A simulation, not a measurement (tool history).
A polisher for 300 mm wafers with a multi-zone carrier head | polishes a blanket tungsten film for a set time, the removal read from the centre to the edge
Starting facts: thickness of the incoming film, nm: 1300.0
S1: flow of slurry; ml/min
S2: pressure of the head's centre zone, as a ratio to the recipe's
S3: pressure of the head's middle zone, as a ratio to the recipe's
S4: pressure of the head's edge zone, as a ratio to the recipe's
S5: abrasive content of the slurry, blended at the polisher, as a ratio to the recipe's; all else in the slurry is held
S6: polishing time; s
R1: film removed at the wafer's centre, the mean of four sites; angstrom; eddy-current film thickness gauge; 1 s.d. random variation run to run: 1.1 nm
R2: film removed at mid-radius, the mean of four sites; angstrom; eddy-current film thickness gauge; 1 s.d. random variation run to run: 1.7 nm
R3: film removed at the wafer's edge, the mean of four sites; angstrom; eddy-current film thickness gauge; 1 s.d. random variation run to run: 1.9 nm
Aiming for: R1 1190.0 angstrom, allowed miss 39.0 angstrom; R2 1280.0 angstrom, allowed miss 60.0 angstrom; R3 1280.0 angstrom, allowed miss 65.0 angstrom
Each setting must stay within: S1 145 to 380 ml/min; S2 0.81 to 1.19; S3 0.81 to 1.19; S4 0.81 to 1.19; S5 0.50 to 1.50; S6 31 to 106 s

run,day,S1,S2,S3,S4,S5,S6,R1,R2,R3
1,0.000,245,1.00,1.00,1.00,1.00,68,2402.3,2454.5,2359.1
2,0.238,240,0.96,0.97,0.97,0.85,59,1930.9,2030.2,1958.2
3,0.542,210,0.96,0.97,0.97,0.85,59,1869.6,2006.7,1941.3
4,0.812,180,0.96,0.97,0.97,0.85,59,1821.9,1978.4,1939.9
5,1.175,190,0.94,0.94,0.95,0.75,53,1610.4,1676.5,1647.4
6,1.225,185,0.90,0.92,0.94,0.65,51,1434.2,1532.7,1546.1
7,1.408,185,0.88,0.91,0.91,0.60,50,1351.7,1494.4,1460.2
8,1.496,185,0.87,0.89,0.89,0.55,49,1293.2,1397.3,1424.0
9,1.542,185,0.87,0.89,0.88,0.55,48,1273.7,1389.6,1386.9
10,1.579,185,0.87,0.88,0.87,0.55,47,1229.4,1355.4,1329.5

Pick the move, out of 5, that brings all results within their allowed miss; only one does.
A,1.617,165,0.97,0.99,0.81,0.65,46,?,?,?
B,1.617,185,0.86,0.87,0.83,0.50,46,?,?,?
C,1.617,175,0.92,0.91,0.81,0.50,46,?,?,?
D,1.617,225,0.98,0.83,0.84,0.50,44,?,?,?
E,1.617,230,0.84,1.01,0.81,0.55,45,?,?,?

move,R1,R2,R3
A,1364.2,1459.2,1283.7
B,1178.1,1276.7,1260.1
C,1250.3,1314.2,1238.7
D,1321.9,1204.2,1235.4
E,1180.0,1477.3,1262.0
A: moves away from the targets compared with the last run
B: each result inside its tolerance
C: meets the target for the result that was furthest off, but another lies outside its allowed miss
D: carries the result that was furthest off beyond its target, to the other side
E: moves away from the targets compared with the last run
The move that meets every target is B.
